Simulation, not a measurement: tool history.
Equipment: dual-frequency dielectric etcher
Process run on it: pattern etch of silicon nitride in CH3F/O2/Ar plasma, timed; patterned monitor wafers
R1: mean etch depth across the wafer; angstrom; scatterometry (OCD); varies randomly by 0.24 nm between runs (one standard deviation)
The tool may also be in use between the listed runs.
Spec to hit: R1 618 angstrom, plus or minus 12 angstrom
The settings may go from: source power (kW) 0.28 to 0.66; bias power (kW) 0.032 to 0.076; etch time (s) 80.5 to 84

Run 1, hour 0: source power (kW) 0.47, bias power (kW) 0.054, etch time (s) 80.5. Result: R1 493.21 angstrom.
Run 2, hour 1.5: source power (kW) 0.54, bias power (kW) 0.054, etch time (s) 80.5. Result: R1 521.97 angstrom.
Run 3, hour 5.4: source power (kW) 0.54, bias power (kW) 0.054, etch time (s) 80.5. Result: R1 523.18 angstrom.
Run 4, hour 9.6: source power (kW) 0.54, bias power (kW) 0.054, etch time (s) 80.5. Result: R1 521.41 angstrom.
Run 5, hour 16.7: source power (kW) 0.62, bias power (kW) 0.054, etch time (s) 80.5. Result: R1 548.87 angstrom.
Run 6, hour 20.7: source power (kW) 0.62, bias power (kW) 0.063, etch time (s) 80.5. Result: R1 580.56 angstrom.
Run 7, hour 26.8: source power (kW) 0.62, bias power (kW) 0.064, etch time (s) 80.5. Result: R1 588.26 angstrom.
Run 8, hour 32: source power (kW) 0.62, bias power (kW) 0.065, etch time (s) 80.5. Result: R1 593.01 angstrom.
Run 9, hour 40.6: source power (kW) 0.64, bias power (kW) 0.066, etch time (s) 80.5. Result: R1 599.34 angstrom.

Next run, 5 choices. One meets every target within its allowed miss, the rest don't. Which?
Run A, hour 49.2: source power (kW) 0.6, bias power (kW) 0.062, etch time (s) 82. Result: R1 ?.
Run B, hour 49.2: source power (kW) 0.65, bias power (kW) 0.063, etch time (s) 80.5. Result: R1 ?.
Run C, hour 49.2: source power (kW) 0.59, bias power (kW) 0.062, etch time (s) 83.5. Result: R1 ?.
Run D, hour 49.2: source power (kW) 0.65, bias power (kW) 0.062, etch time (s) 80.5. Result: R1 ?.
Run E, hour 49.2: source power (kW) 0.66, bias power (kW) 0.063, etch time (s) 82.5. Result: R1 ?.

move      R1
   A  584.67
   B  596.25
   C  591.33
   D  592.85
   E  614.84
A: lands further from the targets than the last run did
B: lands further from the targets than the last run did
C: lands further from the targets than the last run did
D: lands further from the targets than the last run did
E: each result inside its tolerance
The right move is E.
